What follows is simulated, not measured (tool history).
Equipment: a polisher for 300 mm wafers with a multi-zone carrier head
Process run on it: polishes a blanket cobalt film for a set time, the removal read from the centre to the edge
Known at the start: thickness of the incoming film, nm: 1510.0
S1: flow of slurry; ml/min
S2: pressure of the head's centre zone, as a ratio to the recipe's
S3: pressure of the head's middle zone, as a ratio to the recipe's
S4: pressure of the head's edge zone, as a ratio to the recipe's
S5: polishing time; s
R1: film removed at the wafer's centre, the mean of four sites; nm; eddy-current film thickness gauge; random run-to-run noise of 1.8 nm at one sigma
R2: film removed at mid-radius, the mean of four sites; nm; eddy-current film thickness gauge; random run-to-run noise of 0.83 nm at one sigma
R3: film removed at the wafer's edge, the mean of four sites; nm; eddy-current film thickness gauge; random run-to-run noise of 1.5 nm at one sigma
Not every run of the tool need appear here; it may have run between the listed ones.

{"run": 1, "hour": 0.0, "S1": 165, "S2": 1, "S3": 1, "S4": 1, "S5": 41, "R1": 85.877, "R2": 94.003, "R3": 93.06}
{"run": 2, "hour": 4.0, "S1": 190, "S2": 1, "S3": 1, "S4": 1, "S5": 41, "R1": 89.517, "R2": 96.472, "R3": 92.961}
{"run": 3, "hour": 11.5, "S1": 190, "S2": 0.95, "S3": 1, "S4": 1, "S5": 41, "R1": 84.104, "R2": 95.462, "R3": 93.294}
{"run": 4, "hour": 15.8, "S1": 190, "S2": 0.95, "S3": 1, "S4": 1, "S5": 34, "R1": 69.662, "R2": 80.047, "R3": 78.386}
{"run": 5, "hour": 18.3, "S1": 190, "S2": 0.95, "S3": 1, "S4": 1.05, "S5": 34, "R1": 69.986, "R2": 79.001, "R3": 80.408}
{"run": 6, "hour": 26.9, "S1": 190, "S2": 0.95, "S3": 1.07, "S4": 1.05, "S5": 34, "R1": 70.89, "R2": 83.114, "R3": 80.858}
{"run": 7, "hour": 29.4, "S1": 195, "S2": 0.97, "S3": 1.08, "S4": 1.06, "S5": 36, "R1": 75.102, "R2": 90.32, "R3": 85.206}
{"run": 8, "hour": 36.0, "S1": 235, "S2": 1.07, "S3": 0.98, "S4": 0.99, "S5": 47, "R1": 110.58, "R2": 111.25, "R3": 110.63}
{"run": 9, "hour": 40.1, "S1": 235, "S2": 1.08, "S3": 0.99, "S4": 0.99, "S5": 47, "R1": 111.4, "R2": 112.48, "R3": 110.43}
{"run": 10, "hour": 47.3, "S1": 235, "S2": 1.09, "S3": 1, "S4": 0.99, "S5": 48, "R1": 112.02, "R2": 116.42, "R3": 113.02}
{"run": 11, "hour": 55.2, "S1": 235, "S2": 1.1, "S3": 1, "S4": 0.98, "S5": 49, "R1": 114.15, "R2": 117.5, "R3": 113.53}
{"run": 12, "hour": 59.4, "S1": 240, "S2": 1.11, "S3": 1, "S4": 0.97, "S5": 50, "R1": 117.19, "R2": 120.15, "R3": 114.3}

What does the tool deliver on the next run?
{"run": 13, "hour": 64.9, "S1": 240, "S2": 1.12, "S3": 1, "S4": 0.96, "S5": 51, "R1": "?", "R2": "?", "R3": "?"}

{"run 13": {"R1": 122.81, "R2": 121.57, "R3": 117.73}}
